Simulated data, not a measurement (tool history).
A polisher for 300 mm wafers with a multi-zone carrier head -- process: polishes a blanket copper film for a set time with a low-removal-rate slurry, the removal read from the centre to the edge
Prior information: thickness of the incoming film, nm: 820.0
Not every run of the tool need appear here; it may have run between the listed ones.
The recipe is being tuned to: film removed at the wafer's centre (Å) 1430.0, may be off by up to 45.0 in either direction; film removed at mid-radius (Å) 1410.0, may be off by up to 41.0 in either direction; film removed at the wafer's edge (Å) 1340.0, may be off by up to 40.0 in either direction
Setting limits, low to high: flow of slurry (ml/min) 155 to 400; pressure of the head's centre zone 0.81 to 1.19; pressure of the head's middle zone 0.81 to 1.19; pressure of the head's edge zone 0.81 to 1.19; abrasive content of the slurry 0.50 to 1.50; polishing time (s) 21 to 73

run	hour	flow of slurry (ml/min)	pressure of the head's centre zone	pressure of the head's middle zone	pressure of the head's edge zone	abrasive content of the slurry	polishing time (s)	film removed at the wafer's centre (Å)	film removed at mid-radius (Å)	film removed at the wafer's edge (Å)
1	0.0	255	1.00	1.00	1.00	1.00	47	1161.2	1153.1	1174.8
2	3.1	255	1.00	1.00	1.00	1.10	47	1200.3	1152.8	1213.6
3	10.6	275	1.03	1.05	1.02	1.15	47	1242.2	1205.1	1227.1
4	17.8	220	1.03	1.05	1.02	1.15	47	1183.3	1175.3	1196.4
5	22.6	220	1.03	1.05	1.02	1.00	47	1186.6	1143.2	1179.0
6	25.6	250	1.05	1.09	1.03	1.10	48	1268.7	1245.7	1226.8
7	28.5	275	1.06	1.11	1.05	1.15	48	1287.6	1279.0	1254.9
8	32.0	295	1.07	1.13	1.06	1.20	48	1324.2	1308.7	1295.1
9	40.3	310	1.08	1.15	1.06	1.20	48	1342.5	1347.4	1281.5
10	46.5	320	1.09	1.16	1.07	1.25	48	1366.5	1353.4	1334.9

Below are 4 possible settings for the next run. Only one of them brings all results inside the allowed miss of their targets. Which is it?
A	52.7	255	0.93	1.19	1.13	1.15	54	?	?	?
B	52.7	330	0.94	1.15	1.11	1.35	48	?	?	?
C	52.7	335	1.19	1.12	0.99	1.35	46	?	?	?
D	52.7	315	1.04	1.08	0.95	0.95	54	?	?	?

move	film removed at the wafer's centre (Å)	film removed at mid-radius (Å)	film removed at the wafer's edge (Å)
A	1322.3	1509.6	1484.6
B	1251.6	1379.5	1369.6
C	1428.1	1297.8	1242.1
D	1429.9	1401.5	1351.6
A: misses by more than the last run did
B: misses by more than the last run did
C: puts the biggest miss on target and leaves a different result outside tolerance
D: each result inside its tolerance
Move D is the one to make.
